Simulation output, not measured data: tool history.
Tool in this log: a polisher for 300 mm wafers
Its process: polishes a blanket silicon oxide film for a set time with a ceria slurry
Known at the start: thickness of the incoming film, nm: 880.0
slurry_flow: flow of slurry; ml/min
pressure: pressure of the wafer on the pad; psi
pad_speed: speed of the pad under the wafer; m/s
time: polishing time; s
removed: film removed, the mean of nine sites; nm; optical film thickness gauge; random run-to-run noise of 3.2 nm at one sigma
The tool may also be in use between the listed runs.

| run | day | slurry_flow | pressure | pad_speed | time | removed |
|---|---|---|---|---|---|---|
| 1 | 0.000 | 120 | 2.2 | 1.34 | 50 | 178.33 |
| 2 | 0.029 | 120 | 2.3 | 1.34 | 50 | 185.96 |
| 3 | 0.179 | 120 | 2.4 | 1.34 | 50 | 196.02 |
| 4 | 0.496 | 120 | 2.5 | 1.34 | 50 | 195.62 |
| 5 | 0.808 | 140 | 2.5 | 1.34 | 50 | 209.32 |
| 6 | 0.958 | 140 | 2.6 | 1.34 | 50 | 213.73 |
| 7 | 1.062 | 140 | 2.7 | 1.34 | 50 | 228.62 |
| 8 | 1.162 | 150 | 2.9 | 1.34 | 50 | 247.36 |
| 9 | 1.242 | 155 | 3.0 | 1.34 | 50 | 249.05 |

Run 10 is up next; what results do you expect?
| 10 | 1.279 | 155 | 3.1 | 1.34 | 50 | ? |

removed: 261.68 nm
